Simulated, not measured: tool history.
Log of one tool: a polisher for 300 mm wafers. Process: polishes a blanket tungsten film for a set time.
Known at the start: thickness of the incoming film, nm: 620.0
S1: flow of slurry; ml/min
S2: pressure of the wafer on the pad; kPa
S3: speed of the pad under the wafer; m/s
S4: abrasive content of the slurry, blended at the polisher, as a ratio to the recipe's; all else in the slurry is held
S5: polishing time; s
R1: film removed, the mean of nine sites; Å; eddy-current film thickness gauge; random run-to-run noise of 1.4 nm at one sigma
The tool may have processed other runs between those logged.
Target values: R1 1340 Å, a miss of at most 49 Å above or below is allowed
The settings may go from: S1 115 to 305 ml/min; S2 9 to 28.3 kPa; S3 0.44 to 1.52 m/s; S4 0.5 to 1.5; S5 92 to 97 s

run 1 day=0 | S1=195 S2=18.6 S3=0.98 S4=1 S5=92 | R1=2529.8
run 2 day=0.121 | S1=195 S2=17.2 S3=0.96 S4=1 S5=92 | R1=2276.3
run 3 day=0.338 | S1=195 S2=17.2 S3=0.96 S4=0.8 S5=92 | R1=2098
run 4 day=0.404 | S1=240 S2=17.2 S3=0.96 S4=0.8 S5=92 | R1=2160.5
run 5 day=0.754 | S1=240 S2=15.9 S3=0.96 S4=0.8 S5=92 | R1=1991.6
run 6 day=1.004 | S1=240 S2=14.5 S3=0.96 S4=0.8 S5=92 | R1=1794.1
run 7 day=1.233 | S1=225 S2=9.7 S3=0.94 S4=0.8 S5=92 | R1=1195.8
run 8 day=1.292 | S1=230 S2=9.7 S3=0.94 S4=0.8 S5=92 | R1=1225.5
run 9 day=1.5 | S1=235 S2=9.7 S3=0.94 S4=0.8 S5=92 | R1=1225

Next run, 4 choices. One meets every target within its allowed miss, the rest don't. Which?
run A day=1.708 | S1=245 S2=11 S3=0.78 S4=0.85 S5=92 | R1=?
run B day=1.708 | S1=260 S2=10.3 S3=1.14 S4=0.7 S5=92 | R1=?
run C day=1.708 | S1=235 S2=9 S3=1.14 S4=0.8 S5=92 | R1=?
run D day=1.708 | S1=230 S2=11 S3=1.02 S4=0.75 S5=97 | R1=?

move=A R1=1172.8
move=B R1=1483.3
move=C R1=1353.8
move=D R1=1515.7
A: lands further from the targets than the last run did
B: takes the result that was furthest off past its target
C: every result lands within tolerance
D: takes the result that was furthest off past its target
C meets every target.
